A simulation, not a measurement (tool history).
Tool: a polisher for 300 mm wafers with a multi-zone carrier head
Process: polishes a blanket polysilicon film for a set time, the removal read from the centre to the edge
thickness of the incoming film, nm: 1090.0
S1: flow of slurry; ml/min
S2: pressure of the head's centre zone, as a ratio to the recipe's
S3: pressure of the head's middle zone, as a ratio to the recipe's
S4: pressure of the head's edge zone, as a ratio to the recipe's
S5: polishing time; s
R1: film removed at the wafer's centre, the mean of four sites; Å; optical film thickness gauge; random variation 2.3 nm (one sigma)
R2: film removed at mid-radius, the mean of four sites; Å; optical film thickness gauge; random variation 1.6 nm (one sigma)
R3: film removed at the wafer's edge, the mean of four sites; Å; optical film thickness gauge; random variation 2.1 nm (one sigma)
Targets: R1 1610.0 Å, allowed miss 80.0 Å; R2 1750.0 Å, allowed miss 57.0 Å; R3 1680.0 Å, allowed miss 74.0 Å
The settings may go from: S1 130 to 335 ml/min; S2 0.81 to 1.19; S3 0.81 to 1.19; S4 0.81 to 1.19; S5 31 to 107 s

Run 1, hour 0.0: S1 215 ml/min, S2 1.00, S3 1.00, S4 1.00, S5 69 s. Result: R1 2747.0 Å, R2 2749.6 Å, R3 2626.6 Å.
Run 2, hour 2.8: S1 215 ml/min, S2 1.00, S3 1.00, S4 1.06, S5 69 s. Result: R1 2759.7 Å, R2 2703.1 Å, R3 2650.0 Å.
Run 3, hour 9.9: S1 210 ml/min, S2 0.97, S3 1.00, S4 1.04, S5 59 s. Result: R1 2247.2 Å, R2 2325.5 Å, R3 2291.9 Å.
Run 4, hour 16.8: S1 210 ml/min, S2 0.97, S3 1.00, S4 1.01, S5 53 s. Result: R1 2025.1 Å, R2 2093.2 Å, R3 1992.0 Å.
Run 5, hour 23.6: S1 175 ml/min, S2 0.97, S3 1.00, S4 1.01, S5 53 s. Result: R1 1993.0 Å, R2 2020.3 Å, R3 1976.9 Å.
Run 6, hour 26.6: S1 175 ml/min, S2 0.90, S3 1.00, S4 1.01, S5 53 s. Result: R1 1847.8 Å, R2 2029.0 Å, R3 1959.0 Å.
Run 7, hour 34.0: S1 170 ml/min, S2 0.85, S3 0.92, S4 0.91, S5 46 s. Result: R1 1490.9 Å, R2 1657.5 Å, R3 1614.6 Å.
Run 8, hour 40.3: S1 180 ml/min, S2 0.86, S3 0.93, S4 0.92, S5 46 s. Result: R1 1530.3 Å, R2 1649.4 Å, R3 1635.7 Å.
Run 9, hour 47.7: S1 185 ml/min, S2 0.87, S3 0.94, S4 0.92, S5 46 s. Result: R1 1558.5 Å, R2 1665.1 Å, R3 1658.1 Å.

Which of these 5 next moves meets every target?
Run A, hour 55.1: S1 160 ml/min, S2 0.86, S3 0.89, S4 0.91, S5 48 s. Result: R1 ?, R2 ?, R3 ?.
Run B, hour 55.1: S1 290 ml/min, S2 0.92, S3 0.88, S4 1.02, S5 41 s. Result: R1 ?, R2 ?, R3 ?.
Run C, hour 55.1: S1 135 ml/min, S2 0.83, S3 1.06, S4 0.90, S5 49 s. Result: R1 ?, R2 ?, R3 ?.
Run D, hour 55.1: S1 230 ml/min, S2 0.91, S3 0.90, S4 0.91, S5 43 s. Result: R1 ?, R2 ?, R3 ?.
Run E, hour 55.1: S1 145 ml/min, S2 0.91, S3 0.99, S4 0.92, S5 49 s. Result: R1 ?, R2 ?, R3 ?.

move      R1      R2      R3
   A  1529.0  1604.7  1685.4
   B  1540.8  1480.4  1620.7
   C  1444.4  1827.3  1662.6
   D  1550.8  1539.6  1577.1
   E  1614.7  1752.9  1701.2
A: further off than the last run
B: further off than the last run
C: takes the result that was furthest off past its target
D: further off than the last run
E: meets every target
Move E is the one to make.
